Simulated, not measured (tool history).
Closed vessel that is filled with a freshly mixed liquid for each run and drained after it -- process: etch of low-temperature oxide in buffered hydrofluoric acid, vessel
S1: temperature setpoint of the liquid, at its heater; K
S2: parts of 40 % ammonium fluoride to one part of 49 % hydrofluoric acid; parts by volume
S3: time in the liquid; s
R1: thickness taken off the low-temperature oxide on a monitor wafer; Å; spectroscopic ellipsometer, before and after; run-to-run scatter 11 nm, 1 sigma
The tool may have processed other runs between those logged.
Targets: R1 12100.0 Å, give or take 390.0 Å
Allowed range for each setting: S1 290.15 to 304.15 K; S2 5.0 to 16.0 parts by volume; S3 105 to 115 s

run 1 hour=0.0 | S1=296.15 S2=9.5 S3=105 | R1=6846.4
run 2 hour=2.3 | S1=298.15 S2=9.0 S3=105 | R1=8049.4
run 3 hour=6.7 | S1=298.15 S2=9.0 S3=105 | R1=8069.3
run 4 hour=7.3 | S1=299.65 S2=9.0 S3=105 | R1=8762.2
run 5 hour=8.1 | S1=299.65 S2=11.5 S3=105 | R1=7193.7
run 6 hour=15.5 | S1=299.65 S2=11.5 S3=115 | R1=7838.7
run 7 hour=16.4 | S1=300.65 S2=11.0 S3=115 | R1=8598.9
run 8 hour=23.3 | S1=301.65 S2=10.5 S3=115 | R1=9666.3
run 9 hour=25.1 | S1=302.15 S2=10.0 S3=115 | R1=10378.0

Which single option among these 5 for the next run brings every result within its allowed miss of target? Just one does.
run A hour=26.9 | S1=301.65 S2=11.0 S3=115 | R1=?
run B hour=26.9 | S1=304.15 S2=9.5 S3=110 | R1=?
run C hour=26.9 | S1=303.65 S2=9.0 S3=110 | R1=?
run D hour=26.9 | S1=303.15 S2=8.0 S3=105 | R1=?
run E hour=26.9 | S1=299.15 S2=9.0 S3=105 | R1=?

move=A R1=9104.7
move=B R1=11252.0
move=C R1=11340.0
move=D R1=11980.0
move=E R1=8527.5
A: further off than the last run
B: moves toward the targets from the last run without getting all of them in spec
C: moves toward the targets from the last run without getting all of them in spec
D: all results in spec
E: further off than the last run
So the answer is move D, the one that meets all the targets.

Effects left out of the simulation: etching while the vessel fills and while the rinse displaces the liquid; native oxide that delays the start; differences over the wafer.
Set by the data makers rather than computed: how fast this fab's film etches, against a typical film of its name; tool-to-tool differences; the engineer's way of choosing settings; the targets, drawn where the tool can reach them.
